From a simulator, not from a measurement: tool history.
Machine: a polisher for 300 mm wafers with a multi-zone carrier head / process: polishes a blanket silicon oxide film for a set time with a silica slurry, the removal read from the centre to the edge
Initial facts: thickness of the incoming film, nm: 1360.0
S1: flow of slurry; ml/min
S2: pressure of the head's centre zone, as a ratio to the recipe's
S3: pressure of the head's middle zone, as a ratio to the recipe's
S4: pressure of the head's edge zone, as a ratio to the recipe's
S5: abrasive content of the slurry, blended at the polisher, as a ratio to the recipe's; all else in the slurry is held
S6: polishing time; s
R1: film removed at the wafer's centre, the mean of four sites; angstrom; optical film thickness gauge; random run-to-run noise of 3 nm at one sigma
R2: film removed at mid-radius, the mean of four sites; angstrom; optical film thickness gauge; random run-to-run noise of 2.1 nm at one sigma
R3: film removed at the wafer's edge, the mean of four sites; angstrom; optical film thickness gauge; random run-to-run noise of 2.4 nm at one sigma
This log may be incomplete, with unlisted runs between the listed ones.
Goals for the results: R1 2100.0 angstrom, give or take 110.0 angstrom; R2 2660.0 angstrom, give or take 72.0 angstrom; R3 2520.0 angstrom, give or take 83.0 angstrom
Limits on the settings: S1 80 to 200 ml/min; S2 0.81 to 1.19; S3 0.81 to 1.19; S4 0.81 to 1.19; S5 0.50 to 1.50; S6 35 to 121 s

| run | hour | S1 | S2 | S3 | S4 | S5 | S6 | R1 | R2 | R3 |
|---|---|---|---|---|---|---|---|---|---|---|
| 1 | 0.0 | 130 | 1.00 | 1.00 | 1.00 | 1.00 | 78 | 3079.0 | 3175.4 | 3011.3 |
| 2 | 2.2 | 115 | 0.94 | 1.00 | 0.98 | 0.95 | 78 | 2752.4 | 2887.3 | 2840.2 |
| 3 | 6.9 | 105 | 0.90 | 1.04 | 0.99 | 0.90 | 78 | 2475.7 | 2872.8 | 2710.4 |
| 4 | 15.7 | 105 | 0.90 | 1.04 | 0.99 | 0.70 | 78 | 2015.6 | 2394.4 | 2249.2 |
| 5 | 19.4 | 120 | 0.89 | 1.04 | 1.02 | 0.70 | 78 | 2114.6 | 2506.5 | 2320.2 |
| 6 | 20.1 | 120 | 0.81 | 1.04 | 1.02 | 0.70 | 78 | 1924.4 | 2444.7 | 2376.8 |
| 7 | 21.0 | 130 | 0.81 | 1.05 | 1.03 | 0.70 | 78 | 1979.4 | 2570.1 | 2400.9 |
| 8 | 24.8 | 135 | 0.81 | 1.04 | 1.04 | 0.70 | 78 | 1990.4 | 2558.3 | 2399.3 |
| 9 | 31.0 | 140 | 0.81 | 1.03 | 1.05 | 0.70 | 78 | 2002.3 | 2560.1 | 2458.6 |
| 10 | 34.5 | 145 | 0.81 | 1.03 | 1.05 | 0.70 | 78 | 2098.8 | 2558.5 | 2482.8 |

Which of these 5 next moves meets every target?
| A | 38.0 | 165 | 0.89 | 0.95 | 1.05 | 0.65 | 84 | ? | ? | ? |
| B | 38.0 | 155 | 0.81 | 1.02 | 1.02 | 0.70 | 81 | ? | ? | ? |
| C | 38.0 | 140 | 0.84 | 1.01 | 1.07 | 0.65 | 81 | ? | ? | ? |
| D | 38.0 | 130 | 0.81 | 0.95 | 1.09 | 0.55 | 103 | ? | ? | ? |
| E | 38.0 | 165 | 0.92 | 1.10 | 1.18 | 0.65 | 75 | ? | ? | ? |

| move | R1 | R2 | R3 |
|---|---|---|---|
| A | 2364.6 | 2493.4 | 2515.0 |
| B | 2177.5 | 2684.8 | 2519.1 |
| C | 2073.8 | 2450.7 | 2388.9 |
| D | 2128.5 | 2485.4 | 2588.9 |
| E | 2185.4 | 2519.7 | 2378.1 |
A: the biggest miss grows against the last run
B: each result inside its tolerance
C: the biggest miss grows against the last run
D: the biggest miss grows against the last run
E: the biggest miss grows against the last run
B is the move that brings every result within its allowed miss.
